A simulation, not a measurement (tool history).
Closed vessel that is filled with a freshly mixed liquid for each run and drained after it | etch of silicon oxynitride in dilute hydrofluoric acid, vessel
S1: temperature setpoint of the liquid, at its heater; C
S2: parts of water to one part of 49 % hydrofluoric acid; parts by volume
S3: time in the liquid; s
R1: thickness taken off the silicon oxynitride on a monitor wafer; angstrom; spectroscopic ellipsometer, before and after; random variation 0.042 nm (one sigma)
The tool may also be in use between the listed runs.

run,hour,S1,S2,S3,R1
1,0,23,165,305,65.54
2,1.6,23,165,205,44.066
3,7.5,23,165,205,44.006
4,16.3,23,195,205,36.29
5,23.2,26.5,195,205,42.712
6,26,27,190,205,45.04
7,32.1,27.5,185,205,47.511
8,33.5,28,185,205,48.69

Run 9 comes next. What will it give?
9,37.6,28.5,185,205,?

R1: 49.073 angstrom
